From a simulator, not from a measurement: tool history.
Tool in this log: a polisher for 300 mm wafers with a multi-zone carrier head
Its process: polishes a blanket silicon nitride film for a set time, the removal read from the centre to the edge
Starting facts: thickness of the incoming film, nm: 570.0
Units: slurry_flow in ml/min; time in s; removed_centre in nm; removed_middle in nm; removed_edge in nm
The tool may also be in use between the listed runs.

Run 1, day 0.000: slurry_flow 230 ml/min, centre_zone 1.00, middle_zone 1.00, edge_zone 1.00, time 51 s. Result: removed_centre 151.760 nm, removed_middle 150.520 nm, removed_edge 151.750 nm.
Run 2, day 0.150: slurry_flow 230 ml/min, centre_zone 0.95, middle_zone 1.00, edge_zone 1.00, time 51 s. Result: removed_centre 144.620 nm, removed_middle 154.050 nm, removed_edge 149.530 nm.
Run 3, day 0.279: slurry_flow 220 ml/min, centre_zone 0.92, middle_zone 0.98, edge_zone 1.01, time 46 s. Result: removed_centre 122.950 nm, removed_middle 137.880 nm, removed_edge 135.160 nm.
Run 4, day 0.421: slurry_flow 215 ml/min, centre_zone 0.91, middle_zone 0.95, edge_zone 0.99, time 42 s. Result: removed_centre 113.380 nm, removed_middle 118.890 nm, removed_edge 123.200 nm.
Run 5, day 0.767: slurry_flow 215 ml/min, centre_zone 0.91, middle_zone 0.95, edge_zone 1.03, time 42 s. Result: removed_centre 110.970 nm, removed_middle 119.250 nm, removed_edge 125.240 nm.
Run 6, day 1.142: slurry_flow 215 ml/min, centre_zone 0.91, middle_zone 0.95, edge_zone 1.03, time 47 s. Result: removed_centre 123.190 nm, removed_middle 132.660 nm, removed_edge 138.300 nm.
Run 7, day 1.421: slurry_flow 210 ml/min, centre_zone 0.89, middle_zone 0.95, edge_zone 1.01, time 43 s. Result: removed_centre 113.920 nm, removed_middle 123.830 nm, removed_edge 126.690 nm.
Run 8, day 1.725: slurry_flow 210 ml/min, centre_zone 0.88, middle_zone 0.95, edge_zone 1.01, time 39 s. Result: removed_centre 101.470 nm, removed_middle 108.290 nm, removed_edge 113.360 nm.
Run 9, day 2.054: slurry_flow 205 ml/min, centre_zone 0.87, middle_zone 0.96, edge_zone 1.02, time 37 s. Result: removed_centre 93.055 nm, removed_middle 106.260 nm, removed_edge 109.840 nm.
Run 10, day 2.217: slurry_flow 200 ml/min, centre_zone 0.86, middle_zone 0.96, edge_zone 1.01, time 35 s. Result: removed_centre 88.638 nm, removed_middle 100.360 nm, removed_edge 100.830 nm.
Run 11, day 2.388: slurry_flow 175 ml/min, centre_zone 0.81, middle_zone 0.96, edge_zone 1.05, time 28 s. Result: removed_centre 64.610 nm, removed_middle 77.091 nm, removed_edge 81.913 nm.
Run 12, day 2.679: slurry_flow 175 ml/min, centre_zone 0.81, middle_zone 0.96, edge_zone 1.05, time 28 s. Result: removed_centre 63.836 nm, removed_middle 77.495 nm, removed_edge 82.784 nm.
Run 13, day 2.917: slurry_flow 190 ml/min, centre_zone 0.82, middle_zone 0.96, edge_zone 1.04, time 28 s. Result: removed_centre 67.405 nm, removed_middle 80.418 nm, removed_edge 81.334 nm.

For run 14, what comes out?
Run 14, day 3.217: slurry_flow 195 ml/min, centre_zone 0.83, middle_zone 0.96, edge_zone 1.05, time 29 s. Result: removed_centre ?, removed_middle ?, removed_edge ?.

Run 14 produced removed_centre 70.267 nm, removed_middle 84.048 nm, removed_edge 85.643 nm.

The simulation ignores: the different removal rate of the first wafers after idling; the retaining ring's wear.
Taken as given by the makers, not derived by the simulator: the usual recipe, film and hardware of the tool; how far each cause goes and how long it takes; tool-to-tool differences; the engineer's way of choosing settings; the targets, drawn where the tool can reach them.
